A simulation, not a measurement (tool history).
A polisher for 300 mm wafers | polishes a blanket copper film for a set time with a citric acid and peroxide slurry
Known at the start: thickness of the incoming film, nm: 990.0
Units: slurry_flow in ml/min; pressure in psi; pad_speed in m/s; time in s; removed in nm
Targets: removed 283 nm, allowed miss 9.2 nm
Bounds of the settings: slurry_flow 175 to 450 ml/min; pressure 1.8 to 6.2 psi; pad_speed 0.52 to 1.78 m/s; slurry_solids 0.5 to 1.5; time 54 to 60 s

Run 1, day 0: slurry_flow 290 ml/min, pressure 4 psi, pad_speed 1.14 m/s, slurry_solids 1, time 60 s. Result: removed 229.45 nm.
Run 2, day 0.283: slurry_flow 290 ml/min, pressure 4 psi, pad_speed 1.14 m/s, slurry_solids 1, time 60 s. Result: removed 228.71 nm.
Run 3, day 0.575: slurry_flow 290 ml/min, pressure 4 psi, pad_speed 1.14 m/s, slurry_solids 1, time 54 s. Result: removed 207.31 nm.
Run 4, day 0.738: slurry_flow 290 ml/min, pressure 4 psi, pad_speed 1.14 m/s, slurry_solids 1, time 54 s. Result: removed 209.34 nm.
Run 5, day 1.042: slurry_flow 290 ml/min, pressure 4.2 psi, pad_speed 1.14 m/s, slurry_solids 1, time 54 s. Result: removed 216.18 nm.
Run 6, day 1.079: slurry_flow 290 ml/min, pressure 4.2 psi, pad_speed 0.92 m/s, slurry_solids 1, time 54 s. Result: removed 180.18 nm.
Run 7, day 1.142: slurry_flow 290 ml/min, pressure 4.6 psi, pad_speed 0.92 m/s, slurry_solids 1, time 54 s. Result: removed 195.36 nm.
Run 8, day 1.242: slurry_flow 290 ml/min, pressure 4.9 psi, pad_speed 0.92 m/s, slurry_solids 1, time 54 s. Result: removed 202.89 nm.
Run 9, day 1.571: slurry_flow 290 ml/min, pressure 4.9 psi, pad_speed 0.92 m/s, slurry_solids 1, time 54 s. Result: removed 206.6 nm.
Run 10, day 1.817: slurry_flow 290 ml/min, pressure 5.2 psi, pad_speed 0.94 m/s, slurry_solids 1, time 54 s. Result: removed 225.17 nm.
Run 11, day 1.95: slurry_flow 290 ml/min, pressure 5.4 psi, pad_speed 0.94 m/s, slurry_solids 1, time 54 s. Result: removed 227.58 nm.
Run 12, day 2.017: slurry_flow 290 ml/min, pressure 5.6 psi, pad_speed 0.96 m/s, slurry_solids 1, time 54 s. Result: removed 238.87 nm.
Run 13, day 2.212: slurry_flow 290 ml/min, pressure 5.7 psi, pad_speed 0.98 m/s, slurry_solids 1, time 54 s. Result: removed 251.15 nm.
Run 14, day 2.267: slurry_flow 290 ml/min, pressure 5.8 psi, pad_speed 0.98 m/s, slurry_solids 1, time 54 s. Result: removed 253.09 nm.
Run 15, day 2.546: slurry_flow 290 ml/min, pressure 5.8 psi, pad_speed 0.98 m/s, slurry_solids 1, time 54 s. Result: removed 256.29 nm.
Run 16, day 2.9: slurry_flow 290 ml/min, pressure 5.9 psi, pad_speed 0.98 m/s, slurry_solids 1, time 54 s. Result: removed 261.93 nm.
Run 17, day 3.2: slurry_flow 290 ml/min, pressure 6 psi, pad_speed 0.98 m/s, slurry_solids 1, time 54 s. Result: removed 262.01 nm.
Run 18, day 3.504: slurry_flow 290 ml/min, pressure 6.1 psi, pad_speed 1 m/s, slurry_solids 1, time 54 s. Result: removed 271.11 nm.

4 next moves are on the table. One of them brings every result within its allowed miss. Which?
Run A, day 3.808: slurry_flow 405 ml/min, pressure 6.2 psi, pad_speed 0.8 m/s, slurry_solids 1.1, time 60 s. Result: removed ?.
Run B, day 3.808: slurry_flow 310 ml/min, pressure 6 psi, pad_speed 0.94 m/s, slurry_solids 1.05, time 54 s. Result: removed ?.
Run C, day 3.808: slurry_flow 280 ml/min, pressure 5.7 psi, pad_speed 1.08 m/s, slurry_solids 1, time 57 s. Result: removed ?.
Run D, day 3.808: slurry_flow 290 ml/min, pressure 6.1 psi, pad_speed 0.9 m/s, slurry_solids 1, time 57 s. Result: removed ?.

move  removed
   A   265.68
   B   258.21
   C   287.64
   D   263.03
A: further off than the last run
B: further off than the last run
C: meets every target
D: further off than the last run
The right move is C.
